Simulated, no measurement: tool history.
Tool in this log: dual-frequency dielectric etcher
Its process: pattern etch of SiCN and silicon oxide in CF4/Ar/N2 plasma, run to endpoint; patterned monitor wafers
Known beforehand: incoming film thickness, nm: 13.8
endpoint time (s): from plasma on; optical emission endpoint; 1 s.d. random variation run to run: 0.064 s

run  hour  source power (W)  bias power (W)  Ar flow (sccm)  CF4 flow (sccm)  endpoint time (s)
  1     0               480              97             107               75             14.037
  2   3.4               490              97             107               75             13.809
  3  10.8               440              97             107               75              15.29
  4  19.5               460              97             107               75              14.55
  5  28.1               400              97             107               75              16.77
  6  34.1               420              97             107               75             15.888
  7  39.7               440              97             107               75             15.395
  8  45.9               460              97             107               75             14.491
  9  48.5               470              97             107               75             14.395
 10    55               480              97             107               75             14.001
 11  63.5               490              97             107               75             13.769

Run 12 is up next; what results do you expect?
 12  64.2               500              97             107               75                  ?

{"run 12": {"endpoint time (s)": 13.35}}
